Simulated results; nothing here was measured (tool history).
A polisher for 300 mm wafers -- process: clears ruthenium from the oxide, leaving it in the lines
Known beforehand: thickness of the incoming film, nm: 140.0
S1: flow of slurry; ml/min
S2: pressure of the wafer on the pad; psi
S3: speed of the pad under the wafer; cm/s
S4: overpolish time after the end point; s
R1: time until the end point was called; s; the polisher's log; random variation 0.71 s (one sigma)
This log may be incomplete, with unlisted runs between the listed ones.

run    day   S1   S2   S3  S4      R1
  1      0  310  1.9  124  22  123.35
  2  0.229  375  1.9  124  22   120.9
  3  0.342  375  1.9  124  23  120.89
  4  0.562  375  1.9  108  23  135.96
  5  0.892  375  2.2  108  23  118.53
  6  1.258  375  2.2   92  23  136.29

Run 7 comes next. What will it give?
  7  1.604  380  2.4  96  23   ?

Run 7 gave R1 120.22 s.

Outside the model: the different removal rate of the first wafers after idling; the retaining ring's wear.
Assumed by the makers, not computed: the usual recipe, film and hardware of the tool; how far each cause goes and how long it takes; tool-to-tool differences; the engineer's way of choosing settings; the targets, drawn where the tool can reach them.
